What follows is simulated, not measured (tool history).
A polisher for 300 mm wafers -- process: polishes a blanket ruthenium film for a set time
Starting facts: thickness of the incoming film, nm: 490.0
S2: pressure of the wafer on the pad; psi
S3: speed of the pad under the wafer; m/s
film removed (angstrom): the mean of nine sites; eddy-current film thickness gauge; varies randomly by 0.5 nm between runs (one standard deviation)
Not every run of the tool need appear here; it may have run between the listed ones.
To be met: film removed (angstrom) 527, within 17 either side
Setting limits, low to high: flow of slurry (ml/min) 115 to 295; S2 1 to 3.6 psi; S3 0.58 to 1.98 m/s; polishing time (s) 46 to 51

{"run": 1, "hour": 0.0, "flow of slurry (ml/min)": 190, "S2": 2.3, "S3": 1.28, "polishing time (s)": 51, "film removed (angstrom)": 821.84}
{"run": 2, "hour": 2.8, "flow of slurry (ml/min)": 190, "S2": 2.3, "S3": 1.28, "polishing time (s)": 51, "film removed (angstrom)": 843.44}
{"run": 3, "hour": 6.9, "flow of slurry (ml/min)": 190, "S2": 2.3, "S3": 1.28, "polishing time (s)": 46, "film removed (angstrom)": 750.16}
{"run": 4, "hour": 15.8, "flow of slurry (ml/min)": 185, "S2": 2.1, "S3": 1.28, "polishing time (s)": 46, "film removed (angstrom)": 694.31}
{"run": 5, "hour": 22.3, "flow of slurry (ml/min)": 180, "S2": 1.9, "S3": 1.28, "polishing time (s)": 46, "film removed (angstrom)": 627.64}
{"run": 6, "hour": 28.8, "flow of slurry (ml/min)": 180, "S2": 2.3, "S3": 1.28, "polishing time (s)": 46, "film removed (angstrom)": 751.07}
{"run": 7, "hour": 31.7, "flow of slurry (ml/min)": 170, "S2": 2.1, "S3": 1.28, "polishing time (s)": 46, "film removed (angstrom)": 684.83}
{"run": 8, "hour": 34.1, "flow of slurry (ml/min)": 165, "S2": 1.9, "S3": 1.28, "polishing time (s)": 46, "film removed (angstrom)": 613.86}
{"run": 9, "hour": 42.3, "flow of slurry (ml/min)": 155, "S2": 1.8, "S3": 1.28, "polishing time (s)": 46, "film removed (angstrom)": 575.56}
{"run": 10, "hour": 51.2, "flow of slurry (ml/min)": 150, "S2": 1.8, "S3": 1.28, "polishing time (s)": 46, "film removed (angstrom)": 571.11}
{"run": 11, "hour": 54.3, "flow of slurry (ml/min)": 145, "S2": 1.8, "S3": 1.28, "polishing time (s)": 46, "film removed (angstrom)": 562.47}
{"run": 12, "hour": 58.8, "flow of slurry (ml/min)": 145, "S2": 1.8, "S3": 1.28, "polishing time (s)": 46, "film removed (angstrom)": 570.46}
{"run": 13, "hour": 62.6, "flow of slurry (ml/min)": 140, "S2": 1.8, "S3": 1.28, "polishing time (s)": 46, "film removed (angstrom)": 553.58}
{"run": 14, "hour": 71.2, "flow of slurry (ml/min)": 135, "S2": 1.8, "S3": 1.28, "polishing time (s)": 46, "film removed (angstrom)": 570.65}

4 candidate next runs follow, results not yet known. Just one meets every target within its allowed miss. Identify it.
{"run": "A", "hour": 79.8, "flow of slurry (ml/min)": 155, "S2": 1.5, "S3": 1.42, "polishing time (s)": 48, "film removed (angstrom)": "?"}
{"run": "B", "hour": 79.8, "flow of slurry (ml/min)": 125, "S2": 1.4, "S3": 1.42, "polishing time (s)": 46, "film removed (angstrom)": "?"}
{"run": "C", "hour": 79.8, "flow of slurry (ml/min)": 150, "S2": 1.7, "S3": 1.14, "polishing time (s)": 46, "film removed (angstrom)": "?"}
{"run": "D", "hour": 79.8, "flow of slurry (ml/min)": 135, "S2": 1.6, "S3": 1.32, "polishing time (s)": 47, "film removed (angstrom)": "?"}

move=A film_removed_(angstrom)=551.11
move=B film_removed_(angstrom)=474.46
move=C film_removed_(angstrom)=478.39
move=D film_removed_(angstrom)=521.13
A: an improvement on the last run, though not all results are within tolerance
B: the result that was furthest off in the last run now lies on the other side of its target
C: the result that was furthest off in the last run now lies on the other side of its target
D: meets every target
D meets every target.
